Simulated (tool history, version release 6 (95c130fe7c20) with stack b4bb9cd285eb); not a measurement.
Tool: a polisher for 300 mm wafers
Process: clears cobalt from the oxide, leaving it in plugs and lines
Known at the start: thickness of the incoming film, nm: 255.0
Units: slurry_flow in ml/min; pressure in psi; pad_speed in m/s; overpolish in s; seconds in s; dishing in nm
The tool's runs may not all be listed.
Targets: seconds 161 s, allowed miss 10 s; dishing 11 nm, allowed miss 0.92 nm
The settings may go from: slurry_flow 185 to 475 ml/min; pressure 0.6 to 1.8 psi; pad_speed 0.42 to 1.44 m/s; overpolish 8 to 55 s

Run 1, day 0: slurry_flow 305 ml/min, pressure 1.2 psi, pad_speed 0.92 m/s, overpolish 28 s. Result: seconds 99.464 s, dishing 32.48 nm.
Run 2, day 0.329: slurry_flow 305 ml/min, pressure 1.4 psi, pad_speed 0.92 m/s, overpolish 28 s. Result: seconds 85.062 s, dishing 33.875 nm.
Run 3, day 0.596: slurry_flow 305 ml/min, pressure 1.4 psi, pad_speed 0.92 m/s, overpolish 39 s. Result: seconds 84.062 s, dishing 36.725 nm.
Run 4, day 0.925: slurry_flow 280 ml/min, pressure 1.4 psi, pad_speed 0.8 m/s, overpolish 32 s. Result: seconds 94.149 s, dishing 34.09 nm.
Run 5, day 1.296: slurry_flow 325 ml/min, pressure 1.3 psi, pad_speed 0.78 m/s, overpolish 27 s. Result: seconds 105.23 s, dishing 32.033 nm.
Run 6, day 1.496: slurry_flow 295 ml/min, pressure 1.1 psi, pad_speed 0.8 m/s, overpolish 23 s. Result: seconds 127.28 s, dishing 27.561 nm.
Run 7, day 1.842: slurry_flow 270 ml/min, pressure 1 psi, pad_speed 0.84 m/s, overpolish 20 s. Result: seconds 129.47 s, dishing 22.958 nm.
Run 8, day 2.058: slurry_flow 250 ml/min, pressure 0.9 psi, pad_speed 0.86 m/s, overpolish 17 s. Result: seconds 144.44 s, dishing 19.91 nm.
Run 9, day 2.296: slurry_flow 235 ml/min, pressure 0.8 psi, pad_speed 0.9 m/s, overpolish 15 s. Result: seconds 152.12 s, dishing 17.245 nm.
Run 10, day 2.438: slurry_flow 185 ml/min, pressure 0.6 psi, pad_speed 1.04 m/s, overpolish 8 s. Result: seconds 181.07 s, dishing 8.6448 nm.
Run 11, day 2.671: slurry_flow 200 ml/min, pressure 0.6 psi, pad_speed 1.04 m/s, overpolish 8 s. Result: seconds 183.73 s, dishing 9.4062 nm.
Run 12, day 3.046: slurry_flow 210 ml/min, pressure 0.6 psi, pad_speed 1.04 m/s, overpolish 8 s. Result: seconds 171.71 s, dishing 9.1072 nm.
Run 13, day 3.183: slurry_flow 220 ml/min, pressure 0.6 psi, pad_speed 1.02 m/s, overpolish 8 s. Result: seconds 185.73 s, dishing 9.0772 nm.
Run 14, day 3.267: slurry_flow 230 ml/min, pressure 0.8 psi, pad_speed 1.04 m/s, overpolish 19 s. Result: seconds 136.1 s, dishing 21.961 nm.
Run 15, day 3.342: slurry_flow 230 ml/min, pressure 0.8 psi, pad_speed 1.02 m/s, overpolish 17 s. Result: seconds 134.29 s, dishing 20.269 nm.
Run 16, day 3.458: slurry_flow 225 ml/min, pressure 1.1 psi, pad_speed 0.76 m/s, overpolish 8 s. Result: seconds 136.98 s, dishing 11.64 nm.
Run 17, day 3.525: slurry_flow 220 ml/min, pressure 1.1 psi, pad_speed 0.76 m/s, overpolish 8 s. Result: seconds 134.15 s, dishing 11.746 nm.
Run 18, day 3.617: slurry_flow 215 ml/min, pressure 1.1 psi, pad_speed 0.76 m/s, overpolish 8 s. Result: seconds 139.61 s, dishing 11.658 nm.
Run 19, day 3.8: slurry_flow 210 ml/min, pressure 1.1 psi, pad_speed 0.76 m/s, overpolish 8 s. Result: seconds 134.88 s, dishing 11.518 nm.
Run 20, day 3.892: slurry_flow 205 ml/min, pressure 1.1 psi, pad_speed 0.76 m/s, overpolish 8 s. Result: seconds 136.89 s, dishing 11.665 nm.
Run 21, day 3.954: slurry_flow 200 ml/min, pressure 1.1 psi, pad_speed 0.76 m/s, overpolish 8 s. Result: seconds 135.45 s, dishing 11.162 nm.

5 next moves are on the table. One of them brings every result within its allowed miss. Which?
Run A, day 4.017: slurry_flow 200 ml/min, pressure 1.1 psi, pad_speed 0.66 m/s, overpolish 12 s. Result: seconds ?, dishing ?.
Run B, day 4.017: slurry_flow 305 ml/min, pressure 0.9 psi, pad_speed 0.62 m/s, overpolish 12 s. Result: seconds ?, dishing ?.
Run C, day 4.017: slurry_flow 190 ml/min, pressure 1 psi, pad_speed 0.72 m/s, overpolish 11 s. Result: seconds ?, dishing ?.
Run D, day 4.017: slurry_flow 195 ml/min, pressure 0.9 psi, pad_speed 0.66 m/s, overpolish 13 s. Result: seconds ?, dishing ?.
Run E, day 4.017: slurry_flow 220 ml/min, pressure 1.3 psi, pad_speed 0.54 m/s, overpolish 9 s. Result: seconds ?, dishing ?.

move  seconds  dishing
   A   157.91   14.501
   B   187.78   12.612
   C   161.31   13.281
   D   192.81   13.178
   E   159.15   11.357
A: brings the result that was furthest off to its target, and leaves another outside
B: takes the result that was furthest off past its target
C: brings the result that was furthest off to its target, and leaves another outside
D: takes the result that was furthest off past its target
E: meets every target
Answer: E
